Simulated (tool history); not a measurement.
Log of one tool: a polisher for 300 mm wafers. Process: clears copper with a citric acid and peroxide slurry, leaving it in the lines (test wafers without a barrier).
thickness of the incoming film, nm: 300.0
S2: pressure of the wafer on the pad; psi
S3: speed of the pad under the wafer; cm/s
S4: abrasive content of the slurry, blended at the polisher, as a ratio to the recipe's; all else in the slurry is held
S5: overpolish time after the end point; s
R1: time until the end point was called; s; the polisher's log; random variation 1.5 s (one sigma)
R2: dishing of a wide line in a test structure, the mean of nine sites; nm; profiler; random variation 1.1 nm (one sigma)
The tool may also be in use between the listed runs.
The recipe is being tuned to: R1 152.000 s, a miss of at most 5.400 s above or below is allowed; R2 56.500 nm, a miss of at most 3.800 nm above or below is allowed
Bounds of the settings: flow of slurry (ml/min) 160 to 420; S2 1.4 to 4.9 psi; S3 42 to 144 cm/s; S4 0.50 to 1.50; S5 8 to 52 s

run 1 hour=0.0 | flow_of_slurry_(ml/min)=270 S2=3.1 S3=92 S4=1.00 S5=26 | R1=147.150 R2=37.897
run 2 hour=3.4 | flow_of_slurry_(ml/min)=270 S2=3.8 S3=92 S4=1.00 S5=26 | R1=118.380 R2=43.886
run 3 hour=9.4 | flow_of_slurry_(ml/min)=270 S2=4.6 S3=92 S4=1.00 S5=26 | R1=99.875 R2=51.851
run 4 hour=13.2 | flow_of_slurry_(ml/min)=320 S2=4.6 S3=92 S4=1.00 S5=26 | R1=95.431 R2=53.166
run 5 hour=17.7 | flow_of_slurry_(ml/min)=310 S2=4.2 S3=92 S4=1.00 S5=29 | R1=108.670 R2=53.927
run 6 hour=19.9 | flow_of_slurry_(ml/min)=310 S2=4.0 S3=92 S4=1.00 S5=31 | R1=111.700 R2=53.274
run 7 hour=25.5 | flow_of_slurry_(ml/min)=305 S2=3.7 S3=92 S4=1.00 S5=34 | R1=119.520 R2=54.207
run 8 hour=28.3 | flow_of_slurry_(ml/min)=305 S2=3.7 S3=92 S4=1.00 S5=34 | R1=119.770 R2=53.371
run 9 hour=29.3 | flow_of_slurry_(ml/min)=305 S2=3.5 S3=92 S4=1.00 S5=36 | R1=128.190 R2=55.468
run 10 hour=31.2 | flow_of_slurry_(ml/min)=300 S2=2.9 S3=92 S4=1.00 S5=41 | R1=151.250 R2=51.153

5 candidate next runs follow, results not yet known. Just one meets every target within its allowed miss. Identify it.
run A hour=33.1 | flow_of_slurry_(ml/min)=300 S2=2.8 S3=106 S4=0.95 S5=41 | R1=? R2=?
run B hour=33.1 | flow_of_slurry_(ml/min)=280 S2=2.7 S3=100 S4=1.00 S5=38 | R1=? R2=?
run C hour=33.1 | flow_of_slurry_(ml/min)=325 S2=2.6 S3=104 S4=1.00 S5=39 | R1=? R2=?
run D hour=33.1 | flow_of_slurry_(ml/min)=195 S2=2.9 S3=96 S4=1.15 S5=37 | R1=? R2=?
run E hour=33.1 | flow_of_slurry_(ml/min)=285 S2=2.4 S3=110 S4=1.10 S5=46 | R1=? R2=?

move=A R1=139.730 R2=56.607
move=B R1=152.950 R2=49.389
move=C R1=150.540 R2=50.948
move=D R1=152.070 R2=48.797
move=E R1=153.530 R2=56.754
A: the worst result of the last run now meets its target, but another is out of spec
B: the biggest miss grows against the last run
C: roughly where the last run was
D: the biggest miss grows against the last run
E: in spec on every target
Move E is the one to make.
